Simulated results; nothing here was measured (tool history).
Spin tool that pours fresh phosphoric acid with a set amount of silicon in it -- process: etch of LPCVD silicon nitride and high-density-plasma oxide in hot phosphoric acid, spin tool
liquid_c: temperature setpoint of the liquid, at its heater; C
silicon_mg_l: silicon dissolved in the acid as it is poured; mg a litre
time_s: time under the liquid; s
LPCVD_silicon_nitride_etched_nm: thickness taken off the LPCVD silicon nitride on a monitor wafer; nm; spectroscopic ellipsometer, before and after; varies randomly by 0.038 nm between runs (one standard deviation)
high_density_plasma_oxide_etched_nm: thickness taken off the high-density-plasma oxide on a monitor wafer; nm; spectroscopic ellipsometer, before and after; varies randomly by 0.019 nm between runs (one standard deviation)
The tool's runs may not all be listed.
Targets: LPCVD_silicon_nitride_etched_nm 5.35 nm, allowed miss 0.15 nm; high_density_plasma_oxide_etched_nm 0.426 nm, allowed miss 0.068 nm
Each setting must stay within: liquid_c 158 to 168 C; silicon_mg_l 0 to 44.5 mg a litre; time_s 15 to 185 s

run,hour,liquid_c,silicon_mg_l,time_s,LPCVD_silicon_nitride_etched_nm,high_density_plasma_oxide_etched_nm
1,0,163,19.5,95,9.1956,0.53197
2,4.8,162.5,18,90,8.6685,0.5334
3,11.4,162.5,18,110,10.436,0.68034
4,17.6,162,16.5,105,9.8415,0.66191
5,23,161.5,15.5,100,9.2963,0.6331
6,26.7,161.5,7,100,9.2457,0.72307
7,34.1,161,6.5,95,8.5433,0.64108
8,38.9,159,0,50,4.2091,0.33943
9,47.3,159.5,1,50,4.313,0.34053
10,54.6,160,1.5,50,4.4021,0.33846
11,61.2,160.5,1.5,50,4.4785,0.36137
12,64.7,161,2,50,4.5422,0.40507
13,68.7,161.5,3.5,50,4.5927,0.38618
14,75.8,162,4.5,50,4.7154,0.39707
15,77.4,162,5.5,50,4.6992,0.38431
16,78.7,162.5,6,50,4.7572,0.39647
17,87.5,162.5,6.5,50,4.7582,0.37544
18,88.5,163,7,50,4.8449,0.36822
19,95.3,164.5,6.5,50,5.1422,0.44461
20,103.5,164.5,7,50,5.0748,0.42853
21,104.3,164.5,7.5,50,5.1313,0.43912

Pick the move, out of 5, that brings all results within their allowed miss; only one does.
A,105.1,164,11,50,?,?
B,105.1,164.5,2.5,50,?,?
C,105.1,163,7.5,55,?,?
D,105.1,162.5,5,50,?,?
E,105.1,161.5,0,55,?,?

move,LPCVD_silicon_nitride_etched_nm,high_density_plasma_oxide_etched_nm
A,4.99,0.39604
B,5.0728,0.49004
C,5.3105,0.43723
D,4.7484,0.40337
E,5.0522,0.45353
A: further off than the last run
B: further off than the last run
C: each result inside its tolerance
D: further off than the last run
E: further off than the last run
Answer: C

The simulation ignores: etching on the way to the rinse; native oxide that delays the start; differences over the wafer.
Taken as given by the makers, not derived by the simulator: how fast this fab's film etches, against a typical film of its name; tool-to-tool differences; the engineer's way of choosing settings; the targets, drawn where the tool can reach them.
